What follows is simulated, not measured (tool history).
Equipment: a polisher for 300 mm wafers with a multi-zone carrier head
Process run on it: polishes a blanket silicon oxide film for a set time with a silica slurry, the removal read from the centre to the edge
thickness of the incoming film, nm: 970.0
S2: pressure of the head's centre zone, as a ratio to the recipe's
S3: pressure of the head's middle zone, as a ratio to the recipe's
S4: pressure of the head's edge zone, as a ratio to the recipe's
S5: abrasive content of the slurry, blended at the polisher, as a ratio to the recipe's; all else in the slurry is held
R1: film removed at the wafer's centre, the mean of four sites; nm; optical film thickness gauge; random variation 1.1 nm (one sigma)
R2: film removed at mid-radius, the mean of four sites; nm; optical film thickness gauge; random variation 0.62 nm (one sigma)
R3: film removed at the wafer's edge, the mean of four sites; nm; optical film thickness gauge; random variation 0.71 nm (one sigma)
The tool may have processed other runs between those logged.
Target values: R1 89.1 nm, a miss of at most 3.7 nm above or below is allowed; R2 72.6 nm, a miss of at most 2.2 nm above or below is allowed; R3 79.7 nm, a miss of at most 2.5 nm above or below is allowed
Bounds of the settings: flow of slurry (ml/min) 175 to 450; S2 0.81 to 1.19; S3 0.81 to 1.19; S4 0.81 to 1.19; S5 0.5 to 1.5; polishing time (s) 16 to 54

Run 1, day 0: flow of slurry (ml/min) 290, S2 1, S3 1, S4 1, S5 1, polishing time (s) 35. Result: R1 95.899 nm, R2 97.085 nm, R3 100.45 nm.
Run 2, day 0.308: flow of slurry (ml/min) 290, S2 0.92, S3 1, S4 1, S5 1, polishing time (s) 35. Result: R1 86.635 nm, R2 94.232 nm, R3 100.91 nm.
Run 3, day 0.408: flow of slurry (ml/min) 290, S2 0.92, S3 1, S4 1, S5 1, polishing time (s) 31. Result: R1 77.409 nm, R2 85.618 nm, R3 88.722 nm.
Run 4, day 0.488: flow of slurry (ml/min) 290, S2 0.92, S3 1, S4 1, S5 1, polishing time (s) 28. Result: R1 70.563 nm, R2 77.301 nm, R3 79.174 nm.
Run 5, day 0.858: flow of slurry (ml/min) 300, S2 0.97, S3 0.96, S4 1, S5 1, polishing time (s) 28. Result: R1 72.981 nm, R2 74.049 nm, R3 80.979 nm.
Run 6, day 1.142: flow of slurry (ml/min) 300, S2 1.03, S3 0.95, S4 0.99, S5 1, polishing time (s) 28. Result: R1 79.394 nm, R2 72.181 nm, R3 79.286 nm.
Run 7, day 1.35: flow of slurry (ml/min) 305, S2 1.05, S3 0.95, S4 0.99, S5 1, polishing time (s) 28. Result: R1 78.948 nm, R2 74.771 nm, R3 79.64 nm.
Run 8, day 1.45: flow of slurry (ml/min) 295, S2 1.08, S3 0.94, S4 0.99, S5 1, polishing time (s) 28. Result: R1 81.866 nm, R2 72.627 nm, R3 79.115 nm.
Run 9, day 1.588: flow of slurry (ml/min) 295, S2 1.1, S3 0.94, S4 0.99, S5 1, polishing time (s) 28. Result: R1 82.74 nm, R2 72.372 nm, R3 80.77 nm.
Run 10, day 1.879: flow of slurry (ml/min) 320, S2 1.18, S3 0.94, S4 0.89, S5 1, polishing time (s) 28. Result: R1 91.101 nm, R2 73.543 nm, R3 76.177 nm.

Which one of the following 4 next-run settings gets every result inside its allowed miss? There is exactly one.
Run A, day 2.171: flow of slurry (ml/min) 325, S2 1.1, S3 0.96, S4 0.81, S5 0.9, polishing time (s) 29. Result: R1 ?, R2 ?, R3 ?.
Run B, day 2.171: flow of slurry (ml/min) 340, S2 1.19, S3 0.98, S4 0.81, S5 1, polishing time (s) 28. Result: R1 ?, R2 ?, R3 ?.
Run C, day 2.171: flow of slurry (ml/min) 360, S2 1.19, S3 0.97, S4 0.89, S5 0.85, polishing time (s) 28. Result: R1 ?, R2 ?, R3 ?.
Run D, day 2.171: flow of slurry (ml/min) 290, S2 1.15, S3 0.91, S4 0.94, S5 1, polishing time (s) 29. Result: R1 ?, R2 ?, R3 ?.

move      R1      R2      R3
   A  85.609  74.843  74.208
   B  92.804  76.194   74.21
   C  88.588  72.075  73.796
   D  91.624  73.311  81.553
A: its largest miss is bigger than the last run's
B: its largest miss is bigger than the last run's
C: its largest miss is bigger than the last run's
D: every result within its allowed miss
Move D is the one to make.
